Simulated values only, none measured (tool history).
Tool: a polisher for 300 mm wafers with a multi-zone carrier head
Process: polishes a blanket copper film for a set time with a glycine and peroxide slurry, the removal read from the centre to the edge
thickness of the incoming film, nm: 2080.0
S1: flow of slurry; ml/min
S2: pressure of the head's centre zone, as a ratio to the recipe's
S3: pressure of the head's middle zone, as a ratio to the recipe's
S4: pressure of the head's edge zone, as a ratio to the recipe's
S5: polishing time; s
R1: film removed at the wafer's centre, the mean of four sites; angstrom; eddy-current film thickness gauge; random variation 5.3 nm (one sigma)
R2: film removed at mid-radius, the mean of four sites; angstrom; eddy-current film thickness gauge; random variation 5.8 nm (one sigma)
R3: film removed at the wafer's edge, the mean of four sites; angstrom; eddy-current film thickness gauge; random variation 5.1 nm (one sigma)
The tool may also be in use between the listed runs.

run	hour	S1	S2	S3	S4	S5	R1	R2	R3
1	0.0	150	1.00	1.00	1.00	53	2468.8	2496.6	2604.7
2	3.2	155	1.01	1.03	1.02	57	2791.2	2788.1	2841.9
3	7.1	160	1.00	1.05	1.04	60	2856.0	2953.0	2980.1
4	13.1	160	1.00	1.06	1.04	64	3121.5	3223.1	3182.2
5	20.5	160	1.00	1.06	1.04	57	2829.3	2788.3	2910.3
6	24.9	160	1.00	1.07	1.05	61	2934.7	3144.5	3063.9

Forecast run 7:
7	29.0	165	1.01	1.07	1.07	64	?	?	?

{"run 7": {"R1": 3276.1, "R2": 3269.4, "R3": 3315.6}}
